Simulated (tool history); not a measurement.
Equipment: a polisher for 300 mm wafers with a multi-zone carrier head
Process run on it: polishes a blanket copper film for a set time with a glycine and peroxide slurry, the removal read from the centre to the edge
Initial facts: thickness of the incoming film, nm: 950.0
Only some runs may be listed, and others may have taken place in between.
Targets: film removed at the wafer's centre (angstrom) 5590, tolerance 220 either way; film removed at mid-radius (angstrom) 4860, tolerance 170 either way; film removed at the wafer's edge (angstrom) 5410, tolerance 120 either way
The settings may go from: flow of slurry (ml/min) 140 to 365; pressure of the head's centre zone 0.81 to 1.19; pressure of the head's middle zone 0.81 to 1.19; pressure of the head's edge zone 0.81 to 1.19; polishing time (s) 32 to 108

| run | hour | flow of slurry (ml/min) | pressure of the head's centre zone | pressure of the head's middle zone | pressure of the head's edge zone | polishing time (s) | film removed at the wafer's centre (angstrom) | film removed at mid-radius (angstrom) | film removed at the wafer's edge (angstrom) |
|---|---|---|---|---|---|---|---|---|---|
| 1 | 0 | 235 | 1 | 1 | 1 | 70 | 4012.1 | 3974.1 | 3991 |
| 2 | 0.9 | 240 | 1.02 | 1 | 1.03 | 72 | 4210.3 | 4188.9 | 4190.4 |
| 3 | 8.8 | 245 | 1.04 | 0.98 | 1.05 | 74 | 4351.9 | 4189.2 | 4308.5 |
| 4 | 14.2 | 245 | 1.06 | 0.97 | 1.07 | 76 | 4583.3 | 4322.8 | 4524.9 |
| 5 | 15.1 | 250 | 1.08 | 0.96 | 1.09 | 77 | 4671.6 | 4428.7 | 4628.5 |
| 6 | 16 | 250 | 1.08 | 0.96 | 1.04 | 77 | 4766.2 | 4311.3 | 4518.7 |
| 7 | 23.1 | 255 | 1.09 | 0.95 | 1.06 | 78 | 4832.7 | 4395.8 | 4608.5 |
| 8 | 25.4 | 255 | 1.1 | 0.94 | 1.08 | 79 | 4935.3 | 4361.9 | 4721.1 |
| 9 | 33.1 | 260 | 1.11 | 0.94 | 1.1 | 80 | 5060.4 | 4346.9 | 4758.5 |
| 10 | 34.8 | 260 | 1.11 | 0.94 | 1.11 | 81 | 5167.7 | 4465.3 | 4931.8 |
| 11 | 35.7 | 260 | 1.11 | 0.94 | 1.11 | 81 | 5084.2 | 4475.5 | 4896.1 |

Exactly one of the 4 candidate moves below puts every result within its allowed miss. Which one?
| A | 36.6 | 250 | 1.16 | 0.99 | 1.14 | 72 | ? | ? | ? |
| B | 36.6 | 255 | 1.19 | 1.01 | 0.99 | 89 | ? | ? | ? |
| C | 36.6 | 235 | 1.01 | 1.02 | 1.19 | 90 | ? | ? | ? |
| D | 36.6 | 300 | 1.05 | 0.85 | 1.05 | 90 | ? | ? | ? |

| move | film removed at the wafer's centre (angstrom) | film removed at mid-radius (angstrom) | film removed at the wafer's edge (angstrom) |
|---|---|---|---|
| A | 4738.2 | 4146.8 | 4442.4 |
| B | 6012.5 | 5199.3 | 5126 |
| C | 5170.8 | 5246.6 | 5648.6 |
| D | 5502.4 | 4830.4 | 5406.3 |
A: its largest miss is bigger than the last run's
B: moves toward the targets from the last run without getting all of them in spec
C: the result that was furthest off in the last run now lies on the other side of its target
D: hits every target within its allowed miss
Move D is the one to make.

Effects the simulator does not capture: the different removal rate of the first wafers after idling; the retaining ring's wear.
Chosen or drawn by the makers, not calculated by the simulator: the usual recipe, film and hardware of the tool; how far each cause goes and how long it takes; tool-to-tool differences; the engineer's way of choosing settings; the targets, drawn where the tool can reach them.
